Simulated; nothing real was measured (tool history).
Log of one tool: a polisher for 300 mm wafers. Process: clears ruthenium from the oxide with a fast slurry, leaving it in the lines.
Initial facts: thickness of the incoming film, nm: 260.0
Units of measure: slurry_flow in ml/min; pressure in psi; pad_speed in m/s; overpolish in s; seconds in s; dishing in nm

run  hour  slurry_flow  pressure  pad_speed  slurry_solids  overpolish  seconds  dishing
  1   0.0          245       1.9       1.24            1.0          20   65.583   64.145
  2   7.3          245       1.8       1.24            1.0          18   69.925   53.995
  3  15.7          245       1.8       1.24            1.0          23   66.303   65.683
  4  18.7          245       1.8       1.24            1.0          26   67.419   72.130
  5  27.0          245       1.8       1.24            1.0          23   68.859   65.421
  6  29.2          205       1.8       1.24            1.0          23   69.354   68.377
  7  32.7          215       1.8       1.24            1.0          21   68.813   58.611
  8  40.2          215       1.8       1.24            1.0          19   67.858   57.830
  9  42.0          215       1.7       1.24            1.0          17   72.964   48.016
 10  43.4          215       1.7       1.24            1.0          16   71.545   48.182

Estimate the outcome of run 11 from the log above:
 11  48.2          215       1.7       1.24            1.0          15        ?        ?

For run 11 the tool returned seconds 73.260 s, dishing 44.289 nm.
